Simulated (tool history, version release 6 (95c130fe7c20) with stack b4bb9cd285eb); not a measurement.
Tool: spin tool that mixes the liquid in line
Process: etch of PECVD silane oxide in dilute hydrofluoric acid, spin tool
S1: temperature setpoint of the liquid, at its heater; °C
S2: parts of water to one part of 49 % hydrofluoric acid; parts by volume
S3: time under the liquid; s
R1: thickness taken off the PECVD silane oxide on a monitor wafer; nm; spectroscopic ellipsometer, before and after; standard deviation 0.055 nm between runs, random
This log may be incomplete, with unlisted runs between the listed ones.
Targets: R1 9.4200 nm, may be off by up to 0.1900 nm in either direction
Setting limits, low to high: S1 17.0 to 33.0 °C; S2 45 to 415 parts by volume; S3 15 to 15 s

{"run": 1, "day": 0.0, "S1": 25.0, "S2": 230, "S3": 15, "R1": 2.6093}
{"run": 2, "day": 0.292, "S1": 27.5, "S2": 170, "S3": 15, "R1": 4.1174}
{"run": 3, "day": 0.404, "S1": 29.5, "S2": 170, "S3": 15, "R1": 4.4477}
{"run": 4, "day": 0.521, "S1": 28.5, "S2": 170, "S3": 15, "R1": 4.3198}
{"run": 5, "day": 0.842, "S1": 30.0, "S2": 140, "S3": 15, "R1": 5.8007}
{"run": 6, "day": 0.896, "S1": 31.0, "S2": 125, "S3": 15, "R1": 6.778}
{"run": 7, "day": 0.954, "S1": 31.5, "S2": 115, "S3": 15, "R1": 7.5947}
{"run": 8, "day": 1.292, "S1": 32.0, "S2": 110, "S3": 15, "R1": 8.2031}
{"run": 9, "day": 1.367, "S1": 32.5, "S2": 105, "S3": 15, "R1": 8.7856}

Which one of the following 5 next-run settings gets every result inside its allowed miss? There is exactly one.
{"run": "A", "day": 1.442, "S1": 28.0, "S2": 95, "S3": 15, "R1": "?"}
{"run": "B", "day": 1.442, "S1": 33.0, "S2": 115, "S3": 15, "R1": "?"}
{"run": "C", "day": 1.442, "S1": 31.5, "S2": 100, "S3": 15, "R1": "?"}
{"run": "D", "day": 1.442, "S1": 31.5, "S2": 95, "S3": 15, "R1": "?"}
{"run": "E", "day": 1.442, "S1": 32.5, "S2": 95, "S3": 15, "R1": "?"}

move=A R1=8.3929
move=B R1=8.1151
move=C R1=9.0327
move=D R1=9.5782
move=E R1=9.9389
A: misses by more than the last run did
B: misses by more than the last run did
C: an improvement on the last run, though not all results are within tolerance
D: every result lands within tolerance
E: pushes the last run's worst result past its target
The move that meets every target is D.
